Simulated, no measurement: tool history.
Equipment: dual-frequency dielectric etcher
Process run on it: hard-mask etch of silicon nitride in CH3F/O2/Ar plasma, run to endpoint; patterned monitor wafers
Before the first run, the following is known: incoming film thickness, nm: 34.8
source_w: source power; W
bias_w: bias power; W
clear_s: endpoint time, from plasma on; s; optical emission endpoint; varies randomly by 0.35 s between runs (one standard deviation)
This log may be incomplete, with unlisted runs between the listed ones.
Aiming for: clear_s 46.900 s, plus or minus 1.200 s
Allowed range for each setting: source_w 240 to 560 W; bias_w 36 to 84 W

{"run": 1, "hour": 0.0, "source_w": 400, "bias_w": 60, "clear_s": 54.622}
{"run": 2, "hour": 6.1, "source_w": 400, "bias_w": 55, "clear_s": 55.056}
{"run": 3, "hour": 7.1, "source_w": 400, "bias_w": 46, "clear_s": 57.521}
{"run": 4, "hour": 14.9, "source_w": 450, "bias_w": 50, "clear_s": 53.618}
{"run": 5, "hour": 17.6, "source_w": 450, "bias_w": 42, "clear_s": 55.686}
{"run": 6, "hour": 19.6, "source_w": 490, "bias_w": 46, "clear_s": 52.797}
{"run": 7, "hour": 26.0, "source_w": 510, "bias_w": 50, "clear_s": 50.925}
{"run": 8, "hour": 32.9, "source_w": 530, "bias_w": 53, "clear_s": 50.382}
{"run": 9, "hour": 40.4, "source_w": 540, "bias_w": 58, "clear_s": 49.177}

Which one of the following 5 next-run settings gets every result inside its allowed miss? There is exactly one.
{"run": "A", "hour": 47.9, "source_w": 540, "bias_w": 53, "clear_s": "?"}
{"run": "B", "hour": 47.9, "source_w": 540, "bias_w": 67, "clear_s": "?"}
{"run": "C", "hour": 47.9, "source_w": 520, "bias_w": 58, "clear_s": "?"}
{"run": "D", "hour": 47.9, "source_w": 470, "bias_w": 50, "clear_s": "?"}
{"run": "E", "hour": 47.9, "source_w": 470, "bias_w": 55, "clear_s": "?"}

move=A clear_s=49.009
move=B clear_s=46.480
move=C clear_s=48.747
move=D clear_s=52.308
move=E clear_s=51.247
A: closes in on the targets versus the last run, not all within tolerance yet
B: hits every target within its allowed miss
C: closes in on the targets versus the last run, not all within tolerance yet
D: misses by more than the last run did
E: misses by more than the last run did
The right move is B.

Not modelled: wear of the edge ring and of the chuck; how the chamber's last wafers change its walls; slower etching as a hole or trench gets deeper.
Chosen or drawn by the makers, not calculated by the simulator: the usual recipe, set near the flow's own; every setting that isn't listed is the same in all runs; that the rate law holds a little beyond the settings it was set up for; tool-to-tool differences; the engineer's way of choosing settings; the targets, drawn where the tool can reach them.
